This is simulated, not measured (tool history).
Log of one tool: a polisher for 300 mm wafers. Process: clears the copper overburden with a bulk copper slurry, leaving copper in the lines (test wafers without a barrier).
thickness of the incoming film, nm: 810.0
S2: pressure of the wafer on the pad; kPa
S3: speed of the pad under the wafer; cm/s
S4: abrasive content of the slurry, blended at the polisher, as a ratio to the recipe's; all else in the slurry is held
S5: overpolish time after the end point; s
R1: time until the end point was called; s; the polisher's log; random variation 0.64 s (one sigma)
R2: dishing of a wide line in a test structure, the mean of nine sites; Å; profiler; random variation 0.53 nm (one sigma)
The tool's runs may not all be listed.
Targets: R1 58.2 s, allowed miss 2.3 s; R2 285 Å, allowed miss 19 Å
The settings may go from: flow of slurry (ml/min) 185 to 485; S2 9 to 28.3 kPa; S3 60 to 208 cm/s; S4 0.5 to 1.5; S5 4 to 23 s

run 1 day=0 | flow_of_slurry_(ml/min)=310 S2=18.6 S3=134 S4=1 S5=12 | R1=71.885 R2=534.75
run 2 day=0.158 | flow_of_slurry_(ml/min)=310 S2=18.6 S3=134 S4=0.9 S5=12 | R1=74.278 R2=514.83
run 3 day=0.283 | flow_of_slurry_(ml/min)=310 S2=17.9 S3=142 S4=0.85 S5=11 | R1=73.544 R2=475.55
run 4 day=0.508 | flow_of_slurry_(ml/min)=325 S2=17.2 S3=150 S4=0.8 S5=10 | R1=74.434 R2=453.29
run 5 day=0.642 | flow_of_slurry_(ml/min)=310 S2=17.2 S3=158 S4=0.75 S5=9 | R1=72.643 R2=447.73
run 6 day=0.862 | flow_of_slurry_(ml/min)=330 S2=17.2 S3=164 S4=0.7 S5=8 | R1=69.594 R2=410.52
run 7 day=1.008 | flow_of_slurry_(ml/min)=350 S2=17.2 S3=168 S4=0.7 S5=8 | R1=67.713 R2=414.96
run 8 day=1.267 | flow_of_slurry_(ml/min)=365 S2=17.2 S3=172 S4=0.7 S5=8 | R1=65.877 R2=429.24
run 9 day=1.579 | flow_of_slurry_(ml/min)=275 S2=13.1 S3=204 S4=0.95 S5=4 | R1=70.712 R2=237.98
run 10 day=1.742 | flow_of_slurry_(ml/min)=275 S2=13.1 S3=204 S4=0.95 S5=4 | R1=69.803 R2=242.78
run 11 day=2.108 | flow_of_slurry_(ml/min)=275 S2=17.2 S3=206 S4=0.95 S5=5 | R1=53.353 R2=368.4
run 12 day=2.346 | flow_of_slurry_(ml/min)=275 S2=17.2 S3=206 S4=0.95 S5=5 | R1=53.013 R2=352.07

5 next moves are on the table. One of them brings every result within its allowed miss. Which?
run A day=2.583 | flow_of_slurry_(ml/min)=265 S2=17.2 S3=206 S4=1 S5=7 | R1=? R2=?
run B day=2.583 | flow_of_slurry_(ml/min)=315 S2=16.5 S3=202 S4=0.85 S5=5 | R1=? R2=?
run C day=2.583 | flow_of_slurry_(ml/min)=215 S2=15.2 S3=196 S4=0.9 S5=4 | R1=? R2=?
run D day=2.583 | flow_of_slurry_(ml/min)=230 S2=20 S3=156 S4=1.1 S5=4 | R1=? R2=?
run E day=2.583 | flow_of_slurry_(ml/min)=275 S2=19.3 S3=162 S4=1.05 S5=8 | R1=? R2=?

move=A R1=52.705 R2=464.3
move=B R1=57.253 R2=350.99
move=C R1=65.843 R2=265.34
move=D R1=58.593 R2=295.57
move=E R1=58.058 R2=480.46
A: further off than the last run
B: as far off as the last run
C: takes the result that was furthest off past its target
D: meets every target
E: further off than the last run
The right move is D.
